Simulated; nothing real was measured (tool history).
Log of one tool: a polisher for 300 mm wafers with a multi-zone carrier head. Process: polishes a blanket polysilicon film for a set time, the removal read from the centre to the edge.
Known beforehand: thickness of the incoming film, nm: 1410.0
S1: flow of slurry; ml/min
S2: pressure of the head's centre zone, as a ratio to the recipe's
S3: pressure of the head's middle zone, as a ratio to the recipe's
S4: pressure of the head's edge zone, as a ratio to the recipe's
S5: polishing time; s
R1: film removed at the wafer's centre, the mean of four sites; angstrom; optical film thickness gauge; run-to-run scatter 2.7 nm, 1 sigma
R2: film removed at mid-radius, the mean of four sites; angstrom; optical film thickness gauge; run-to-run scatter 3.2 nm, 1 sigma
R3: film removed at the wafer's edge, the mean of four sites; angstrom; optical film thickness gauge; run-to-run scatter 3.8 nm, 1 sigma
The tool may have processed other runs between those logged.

run	hour	S1	S2	S3	S4	S5	R1	R2	R3
1	0.0	255	1.00	1.00	1.00	49	2592.0	2629.3	2643.4
2	8.2	255	1.00	0.94	1.00	49	2614.1	2516.9	2647.7
3	11.4	255	1.00	0.94	1.00	38	1968.0	1975.7	2055.8
4	17.9	285	1.00	0.94	1.00	38	2014.5	1994.7	2070.2
5	25.2	285	1.00	1.00	1.00	38	2054.3	2116.0	2085.8
# hour 32.8: worn pad replaced by a new one
6	32.8	285	0.95	1.00	1.00	38	2061.7	2222.1	2202.4
7	35.0	300	0.93	1.00	1.05	43	2234.4	2488.3	2614.6

Forecast run 8:
8	42.8	315	0.95	1.02	1.08	46	?	?	?

R1: 2476.8 angstrom
R2: 2701.9 angstrom
R3: 2794.5 angstrom
